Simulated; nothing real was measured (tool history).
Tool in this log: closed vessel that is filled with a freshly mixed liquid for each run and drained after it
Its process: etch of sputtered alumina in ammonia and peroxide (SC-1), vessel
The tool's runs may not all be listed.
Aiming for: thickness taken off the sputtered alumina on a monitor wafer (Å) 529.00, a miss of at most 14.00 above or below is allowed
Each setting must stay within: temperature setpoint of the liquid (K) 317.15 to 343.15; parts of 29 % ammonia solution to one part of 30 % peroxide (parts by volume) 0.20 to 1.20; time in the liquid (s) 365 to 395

run  hour  temperature setpoint of the liquid (K)  parts of 29 % ammonia solution to one part of 30 % peroxide (parts by volume)  time in the liquid (s)  thickness taken off the sputtered alumina on a monitor wafer (Å)
  1   0.0                                  333.15                                                                           0.75                     365                                                            350.28
  2   6.3                                  333.15                                                                           0.75                     365                                                            351.01
  3  13.9                                  334.15                                                                           0.75                     365                                                            369.73
  4  22.6                                  335.15                                                                           0.75                     365                                                            389.32
  5  24.6                                  336.15                                                                           0.75                     365                                                            409.73
  6  27.8                                  336.65                                                                           0.75                     365                                                            419.42
  7  28.5                                  337.15                                                                           0.75                     365                                                            429.89
  8  36.1                                  337.65                                                                           0.75                     365                                                            441.56

4 next moves are on the table. One of them brings every result within its allowed miss. Which?
  A  43.7                                  342.15                                                                           0.75                     375                                                                 ?
  B  43.7                                  341.65                                                                           0.60                     365                                                                 ?
  C  43.7                                  336.15                                                                           0.75                     365                                                                 ?
  D  43.7                                  332.15                                                                           0.75                     390                                                                 ?

move  thickness taken off the sputtered alumina on a monitor wafer (Å)
   A                                                            564.60
   B                                                            525.24
   C                                                            408.82
   D                                                            356.23
A: the result that was furthest off in the last run now lies on the other side of its target
B: all results in spec
C: the biggest miss grows against the last run
D: the biggest miss grows against the last run
So the answer is move B, the one that meets all the targets.
